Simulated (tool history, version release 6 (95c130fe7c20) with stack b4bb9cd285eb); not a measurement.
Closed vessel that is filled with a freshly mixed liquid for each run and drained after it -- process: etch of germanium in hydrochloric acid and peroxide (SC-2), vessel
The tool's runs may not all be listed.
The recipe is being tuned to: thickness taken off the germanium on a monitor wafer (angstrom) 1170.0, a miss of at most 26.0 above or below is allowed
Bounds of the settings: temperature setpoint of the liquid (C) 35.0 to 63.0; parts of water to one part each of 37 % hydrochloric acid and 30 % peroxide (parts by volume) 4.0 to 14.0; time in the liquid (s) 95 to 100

| run | hour | temperature setpoint of the liquid (C) | parts of water to one part each of 37 % hydrochloric acid and 30 % peroxide (parts by volume) | time in the liquid (s) | thickness taken off the germanium on a monitor wafer (angstrom) |
|---|---|---|---|---|---|
| 1 | 0.0 | 47.0 | 7.5 | 95 | 1535.6 |
| 2 | 7.2 | 49.5 | 7.5 | 95 | 1659.0 |
| 3 | 8.3 | 46.0 | 7.5 | 95 | 1489.2 |
| 4 | 15.3 | 46.0 | 10.0 | 95 | 1445.0 |
| 5 | 16.1 | 44.0 | 10.0 | 95 | 1359.9 |
| 6 | 22.2 | 50.0 | 10.0 | 95 | 1645.8 |
| 7 | 28.5 | 46.5 | 10.0 | 95 | 1479.7 |
| 8 | 33.4 | 44.0 | 10.0 | 95 | 1352.4 |
| 9 | 40.4 | 42.5 | 10.0 | 95 | 1290.5 |
| 10 | 45.4 | 41.5 | 10.0 | 95 | 1247.1 |
| 11 | 49.6 | 41.0 | 10.0 | 95 | 1233.3 |
| 12 | 53.8 | 40.5 | 10.0 | 95 | 1207.3 |

Below are 4 possible settings for the next run. Only one of them brings all results inside the allowed miss of their targets. Which is it?
| A | 58.0 | 36.0 | 11.0 | 100 | ? |
| B | 58.0 | 39.5 | 10.5 | 100 | ? |
| C | 58.0 | 38.5 | 11.5 | 100 | ? |
| D | 58.0 | 37.0 | 11.0 | 100 | ? |

| move | thickness taken off the germanium on a monitor wafer (angstrom) |
|---|---|
| A | 1081.6 |
| B | 1223.8 |
| C | 1173.4 |
| D | 1119.5 |
A: the result that was furthest off in the last run now lies on the other side of its target
B: the biggest miss grows against the last run
C: every result lands within tolerance
D: the result that was furthest off in the last run now lies on the other side of its target
Answer: C
